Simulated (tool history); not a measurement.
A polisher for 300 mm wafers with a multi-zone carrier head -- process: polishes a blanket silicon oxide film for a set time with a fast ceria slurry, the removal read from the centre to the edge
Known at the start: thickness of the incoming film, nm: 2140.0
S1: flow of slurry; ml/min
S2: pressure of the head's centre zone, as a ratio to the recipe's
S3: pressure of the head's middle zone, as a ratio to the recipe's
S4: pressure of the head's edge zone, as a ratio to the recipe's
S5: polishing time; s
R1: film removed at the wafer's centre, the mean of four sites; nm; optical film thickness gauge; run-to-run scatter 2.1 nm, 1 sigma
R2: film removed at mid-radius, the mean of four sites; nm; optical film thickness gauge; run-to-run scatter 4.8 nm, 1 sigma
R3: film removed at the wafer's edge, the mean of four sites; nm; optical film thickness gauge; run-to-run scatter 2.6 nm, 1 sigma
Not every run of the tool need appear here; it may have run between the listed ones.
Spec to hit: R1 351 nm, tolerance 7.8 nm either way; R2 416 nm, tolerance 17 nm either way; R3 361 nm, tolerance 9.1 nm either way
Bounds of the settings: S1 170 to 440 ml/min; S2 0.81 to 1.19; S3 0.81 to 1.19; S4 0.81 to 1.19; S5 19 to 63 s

| run | hour | S1 | S2 | S3 | S4 | S5 | R1 | R2 | R3 |
|---|---|---|---|---|---|---|---|---|---|
| 1 | 0 | 280 | 1 | 1 | 1 | 41 | 667.9 | 658.3 | 668.43 |
| 2 | 5.4 | 280 | 1 | 0.95 | 1 | 41 | 673.67 | 634.03 | 662.12 |
| 3 | 7.9 | 280 | 1 | 0.95 | 1 | 35 | 568.34 | 539.46 | 561.45 |
| 4 | 13.5 | 280 | 0.97 | 0.98 | 0.96 | 32 | 506.76 | 492.88 | 506.26 |
| 5 | 14.2 | 285 | 0.95 | 1.03 | 0.92 | 30 | 471.45 | 488.48 | 468.01 |
| 6 | 21.6 | 280 | 0.93 | 1.05 | 0.89 | 28 | 428.36 | 468.01 | 433.1 |
| 7 | 25.8 | 280 | 0.92 | 1.06 | 0.87 | 27 | 407.37 | 454.6 | 407.1 |
| 8 | 27.2 | 270 | 0.91 | 1.06 | 0.86 | 27 | 401.17 | 452.05 | 401.23 |
| 9 | 31.5 | 215 | 0.85 | 1.05 | 0.81 | 24 | 325.25 | 390.45 | 348.06 |
| 10 | 35.5 | 235 | 0.85 | 1.05 | 0.81 | 24 | 326.73 | 388.91 | 346.11 |
| 11 | 44.2 | 250 | 0.85 | 1.06 | 0.82 | 24 | 330.14 | 396.78 | 354.14 |
| 12 | 53 | 250 | 0.85 | 1.06 | 0.82 | 24 | 331.24 | 405.25 | 351.65 |
| 13 | 53.7 | 260 | 0.86 | 1.06 | 0.82 | 24 | 336.39 | 408.06 | 352.3 |
| 14 | 57.9 | 265 | 0.86 | 1.06 | 0.82 | 24 | 335.61 | 403.05 | 354.68 |
| 15 | 59.6 | 270 | 0.87 | 1.06 | 0.82 | 24 | 338.04 | 402.04 | 354.7 |
| 16 | 66 | 270 | 0.87 | 1.07 | 0.82 | 24 | 342.81 | 408.94 | 350.57 |
| 17 | 73.3 | 270 | 0.87 | 1.07 | 0.83 | 24 | 339.07 | 406.48 | 355.59 |

5 next moves are on the table. One of them brings every result within its allowed miss. Which?
| A | 80.6 | 275 | 0.85 | 1.09 | 0.81 | 24 | ? | ? | ? |
| B | 80.6 | 300 | 0.82 | 0.98 | 0.91 | 24 | ? | ? | ? |
| C | 80.6 | 350 | 0.87 | 1.06 | 0.81 | 24 | ? | ? | ? |
| D | 80.6 | 265 | 0.84 | 1.07 | 0.85 | 24 | ? | ? | ? |
| E | 80.6 | 240 | 0.83 | 1.1 | 0.84 | 24 | ? | ? | ? |

| move | R1 | R2 | R3 |
|---|---|---|---|
| A | 333.32 | 414.77 | 349.32 |
| B | 324.06 | 382.02 | 370.44 |
| C | 349.13 | 413.5 | 355.11 |
| D | 328.02 | 406.8 | 355.79 |
| E | 320.54 | 412.39 | 351.13 |
A: further off than the last run
B: further off than the last run
C: hits every target within its allowed miss
D: further off than the last run
E: further off than the last run
C is the move that brings every result within its allowed miss.
